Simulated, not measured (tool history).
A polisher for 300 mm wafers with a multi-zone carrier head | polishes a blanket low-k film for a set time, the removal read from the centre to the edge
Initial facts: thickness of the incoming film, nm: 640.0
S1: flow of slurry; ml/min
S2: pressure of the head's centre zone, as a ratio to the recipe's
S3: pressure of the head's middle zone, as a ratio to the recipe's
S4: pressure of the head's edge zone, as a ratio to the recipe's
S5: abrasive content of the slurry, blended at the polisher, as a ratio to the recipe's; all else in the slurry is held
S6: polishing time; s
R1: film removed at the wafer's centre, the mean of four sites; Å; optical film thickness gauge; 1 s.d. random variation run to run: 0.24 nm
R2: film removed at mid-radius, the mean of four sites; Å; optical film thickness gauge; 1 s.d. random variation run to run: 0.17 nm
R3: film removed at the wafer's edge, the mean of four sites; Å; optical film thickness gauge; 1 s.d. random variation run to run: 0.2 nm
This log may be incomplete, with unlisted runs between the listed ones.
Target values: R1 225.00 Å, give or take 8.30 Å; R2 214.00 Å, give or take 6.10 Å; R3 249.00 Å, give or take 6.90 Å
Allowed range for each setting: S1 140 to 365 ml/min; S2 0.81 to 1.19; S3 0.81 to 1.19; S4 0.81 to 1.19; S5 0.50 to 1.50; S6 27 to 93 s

Run 1, hour 0.0: S1 235 ml/min, S2 1.00, S3 1.00, S4 1.00, S5 1.00, S6 59 s. Result: R1 163.04 Å, R2 170.65 Å, R3 164.72 Å.
Run 2, hour 1.6: S1 235 ml/min, S2 1.00, S3 0.97, S4 1.05, S5 1.15, S6 60 s. Result: R1 176.82 Å, R2 181.56 Å, R3 184.96 Å.
Run 3, hour 7.0: S1 235 ml/min, S2 1.00, S3 0.97, S4 1.05, S5 1.00, S6 60 s. Result: R1 165.05 Å, R2 173.83 Å, R3 174.73 Å.
Run 4, hour 7.6: S1 240 ml/min, S2 1.01, S3 0.95, S4 1.09, S5 1.15, S6 61 s. Result: R1 182.03 Å, R2 180.30 Å, R3 186.79 Å.
Run 5, hour 15.0: S1 225 ml/min, S2 0.99, S3 0.92, S4 1.10, S5 1.25, S6 64 s. Result: R1 193.27 Å, R2 188.26 Å, R3 203.71 Å.
Run 6, hour 20.7: S1 230 ml/min, S2 0.98, S3 0.91, S4 1.12, S5 1.30, S6 65 s. Result: R1 193.48 Å, R2 193.03 Å, R3 209.56 Å.
Run 7, hour 23.3: S1 220 ml/min, S2 0.98, S3 0.90, S4 1.13, S5 1.35, S6 67 s. Result: R1 202.50 Å, R2 199.84 Å, R3 220.53 Å.
Run 8, hour 27.7: S1 230 ml/min, S2 0.98, S3 0.89, S4 1.15, S5 1.40, S6 68 s. Result: R1 213.00 Å, R2 204.42 Å, R3 229.17 Å.
Run 9, hour 35.9: S1 230 ml/min, S2 0.97, S3 0.88, S4 1.16, S5 1.45, S6 69 s. Result: R1 211.65 Å, R2 207.25 Å, R3 238.23 Å.
Run 10, hour 38.5: S1 235 ml/min, S2 0.98, S3 0.88, S4 1.17, S5 1.45, S6 69 s. Result: R1 216.57 Å, R2 205.14 Å, R3 236.63 Å.

Exactly one of the 4 candidate moves below puts every result within its allowed miss. Which one?
Run A, hour 41.1: S1 250 ml/min, S2 1.07, S3 0.93, S4 1.10, S5 1.45, S6 73 s. Result: R1 ?, R2 ?, R3 ?.
Run B, hour 41.1: S1 310 ml/min, S2 1.02, S3 0.85, S4 1.11, S5 1.45, S6 64 s. Result: R1 ?, R2 ?, R3 ?.
Run C, hour 41.1: S1 230 ml/min, S2 0.98, S3 0.87, S4 1.18, S5 1.50, S6 71 s. Result: R1 ?, R2 ?, R3 ?.
Run D, hour 41.1: S1 145 ml/min, S2 0.92, S3 0.85, S4 1.09, S5 1.50, S6 82 s. Result: R1 ?, R2 ?, R3 ?.

move      R1      R2      R3
   A  252.58  232.06  243.56
   B  217.46  193.24  218.25
   C  227.00  213.85  244.59
   D  227.70  224.79  259.20
A: puts the biggest miss on target and leaves a different result outside tolerance
B: the biggest miss grows against the last run
C: all results land within tolerance of their targets
D: carries the result that was furthest off beyond its target, to the other side
Answer: C
